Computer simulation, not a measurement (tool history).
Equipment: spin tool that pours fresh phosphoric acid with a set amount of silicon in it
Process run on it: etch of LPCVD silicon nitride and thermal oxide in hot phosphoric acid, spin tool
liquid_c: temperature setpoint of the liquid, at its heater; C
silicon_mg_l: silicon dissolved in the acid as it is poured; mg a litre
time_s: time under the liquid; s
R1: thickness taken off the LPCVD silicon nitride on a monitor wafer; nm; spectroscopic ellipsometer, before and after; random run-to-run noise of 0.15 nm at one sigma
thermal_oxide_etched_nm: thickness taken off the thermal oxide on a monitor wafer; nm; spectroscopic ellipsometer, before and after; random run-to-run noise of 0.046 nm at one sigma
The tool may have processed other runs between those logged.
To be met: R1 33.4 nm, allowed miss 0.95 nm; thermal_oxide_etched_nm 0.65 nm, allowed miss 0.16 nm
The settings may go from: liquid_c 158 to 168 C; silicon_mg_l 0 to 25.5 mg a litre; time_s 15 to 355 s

Run 1, hour 0: liquid_c 163 C, silicon_mg_l 11 mg a litre, time_s 180 s. Result: R1 17.361 nm, thermal_oxide_etched_nm 0.44818 nm.
Run 2, hour 3.3: liquid_c 163 C, silicon_mg_l 4.5 mg a litre, time_s 180 s. Result: R1 17.578 nm, thermal_oxide_etched_nm 0.51927 nm.
Run 3, hour 11.2: liquid_c 163 C, silicon_mg_l 4.5 mg a litre, time_s 125 s. Result: R1 12.134 nm, thermal_oxide_etched_nm 0.35552 nm.
Run 4, hour 16.5: liquid_c 163 C, silicon_mg_l 4.5 mg a litre, time_s 75 s. Result: R1 7.2691 nm, thermal_oxide_etched_nm 0.21669 nm.
Run 5, hour 23: liquid_c 163 C, silicon_mg_l 8 mg a litre, time_s 110 s. Result: R1 10.685 nm, thermal_oxide_etched_nm 0.27398 nm.
Run 6, hour 26.2: liquid_c 163.5 C, silicon_mg_l 11 mg a litre, time_s 135 s. Result: R1 13.419 nm, thermal_oxide_etched_nm 0.31309 nm.
Run 7, hour 28.5: liquid_c 164.5 C, silicon_mg_l 12 mg a litre, time_s 150 s. Result: R1 15.334 nm, thermal_oxide_etched_nm 0.35515 nm.
Run 8, hour 29.7: liquid_c 165 C, silicon_mg_l 13 mg a litre, time_s 165 s. Result: R1 17.032 nm, thermal_oxide_etched_nm 0.41221 nm.
Run 9, hour 34.1: liquid_c 165.5 C, silicon_mg_l 15 mg a litre, time_s 180 s. Result: R1 19.092 nm, thermal_oxide_etched_nm 0.45886 nm.
Run 10, hour 41.9: liquid_c 165.5 C, silicon_mg_l 17 mg a litre, time_s 195 s. Result: R1 20.369 nm, thermal_oxide_etched_nm 0.51079 nm.
Run 11, hour 45.6: liquid_c 163 C, silicon_mg_l 17 mg a litre, time_s 285 s. Result: R1 27.61 nm, thermal_oxide_etched_nm 0.58847 nm.
Run 12, hour 53.6: liquid_c 163.5 C, silicon_mg_l 18.5 mg a litre, time_s 290 s. Result: R1 28.359 nm, thermal_oxide_etched_nm 0.59254 nm.
Run 13, hour 62.7: liquid_c 164 C, silicon_mg_l 19.5 mg a litre, time_s 295 s. Result: R1 29.491 nm, thermal_oxide_etched_nm 0.60898 nm.
Run 14, hour 68.2: liquid_c 164.5 C, silicon_mg_l 20.5 mg a litre, time_s 295 s. Result: R1 30.184 nm, thermal_oxide_etched_nm 0.55807 nm.

Which of these 4 next moves meets every target?
Run A, hour 73.7: liquid_c 163.5 C, silicon_mg_l 20 mg a litre, time_s 335 s. Result: R1 ?, thermal_oxide_etched_nm ?.
Run B, hour 73.7: liquid_c 164.5 C, silicon_mg_l 19.5 mg a litre, time_s 305 s. Result: R1 ?, thermal_oxide_etched_nm ?.
Run C, hour 73.7: liquid_c 164 C, silicon_mg_l 17.5 mg a litre, time_s 280 s. Result: R1 ?, thermal_oxide_etched_nm ?.
Run D, hour 73.7: liquid_c 164.5 C, silicon_mg_l 4 mg a litre, time_s 325 s. Result: R1 ?, thermal_oxide_etched_nm ?.

move      R1  thermal_oxide_etched_nm
   A  32.953                  0.61957
   B  31.018                  0.61577
   C  28.006                  0.57563
   D  33.052                  0.94264
A: all results land within tolerance of their targets
B: nearer the targets than the last run, but a result is still out of spec
C: further off than the last run
D: brings the last run's worst result on target, with another outside its allowed miss
A is the move that brings every result within its allowed miss.
